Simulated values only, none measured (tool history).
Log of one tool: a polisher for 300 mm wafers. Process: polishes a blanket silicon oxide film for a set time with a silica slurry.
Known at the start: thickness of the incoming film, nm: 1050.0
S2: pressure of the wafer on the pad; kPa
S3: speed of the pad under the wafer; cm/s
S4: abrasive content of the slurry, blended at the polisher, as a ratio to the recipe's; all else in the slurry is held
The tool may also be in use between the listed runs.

run 1 hour=0 | flow_of_slurry_(ml/min)=165 S2=29 S3=128 S4=1 polishing_time_(s)=32 | film_removed_(Å)=1461.7
run 2 hour=7.3 | flow_of_slurry_(ml/min)=165 S2=35.2 S3=128 S4=1 polishing_time_(s)=32 | film_removed_(Å)=1705.9
run 3 hour=14.4 | flow_of_slurry_(ml/min)=165 S2=39.3 S3=128 S4=1 polishing_time_(s)=32 | film_removed_(Å)=1875.7
run 4 hour=15.1 | flow_of_slurry_(ml/min)=160 S2=34.5 S3=128 S4=1 polishing_time_(s)=32 | film_removed_(Å)=1692.5
run 5 hour=16.3 | flow_of_slurry_(ml/min)=185 S2=34.5 S3=128 S4=1 polishing_time_(s)=32 | film_removed_(Å)=1733.5
run 6 hour=17.8 | flow_of_slurry_(ml/min)=170 S2=30.3 S3=128 S4=1 polishing_time_(s)=32 | film_removed_(Å)=1524.6
run 7 hour=20.5 | flow_of_slurry_(ml/min)=160 S2=26.9 S3=128 S4=1 polishing_time_(s)=32 | film_removed_(Å)=1361.7
run 8 hour=28.8 | flow_of_slurry_(ml/min)=150 S2=24.8 S3=128 S4=1 polishing_time_(s)=32 | film_removed_(Å)=1265.5
-- hour=35.2 head pressure recalibrated
run 9 hour=35.2 | flow_of_slurry_(ml/min)=145 S2=23.4 S3=128 S4=1 polishing_time_(s)=32 | film_removed_(Å)=1119.9
run 10 hour=37.6 | flow_of_slurry_(ml/min)=140 S2=23.4 S3=128 S4=1 polishing_time_(s)=32 | film_removed_(Å)=1104.7
run 11 hour=43.9 | flow_of_slurry_(ml/min)=135 S2=23.4 S3=128 S4=1 polishing_time_(s)=32 | film_removed_(Å)=1092.5

The next listed run, before its measurement:
run 12 hour=44.6 | flow_of_slurry_(ml/min)=130 S2=23.4 S3=128 S4=1 polishing_time_(s)=32 | film_removed_(Å)=?

Run 12 gave film removed (Å) 1094.8.

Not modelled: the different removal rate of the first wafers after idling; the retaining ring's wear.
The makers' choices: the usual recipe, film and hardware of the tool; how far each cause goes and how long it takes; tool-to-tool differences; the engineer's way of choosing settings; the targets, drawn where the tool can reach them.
